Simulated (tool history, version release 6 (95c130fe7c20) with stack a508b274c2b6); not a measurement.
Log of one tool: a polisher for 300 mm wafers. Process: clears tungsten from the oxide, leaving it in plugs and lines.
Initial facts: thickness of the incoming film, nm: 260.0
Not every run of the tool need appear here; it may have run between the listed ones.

run,hour,flow of slurry (ml/min),pressure of the wafer on the pad (psi),speed of the pad under the wafer (cm/s),abrasive content of the slurry,overpolish time after the end point (s),time until the end point was called (s)
1,0.0,160,3.4,84,1.0,38,84.245
2,2.3,125,3.4,84,1.0,38,90.969
3,8.1,140,3.4,84,1.0,38,87.458
4,15.2,155,3.5,84,1.0,38,83.189
5,21.5,155,3.5,64,1.0,38,109.850
6,22.3,190,3.5,64,1.0,38,105.520
7,26.6,195,3.8,64,1.0,38,96.107
8,32.4,200,4.1,64,1.0,38,91.438
9,38.0,205,4.3,66,1.0,38,82.534

Estimate the outcome of run 10 from the log above:
10,40.8,205,4.5,66,1.0,38,?

{"run 10": {"time until the end point was called (s)": 80.005}}
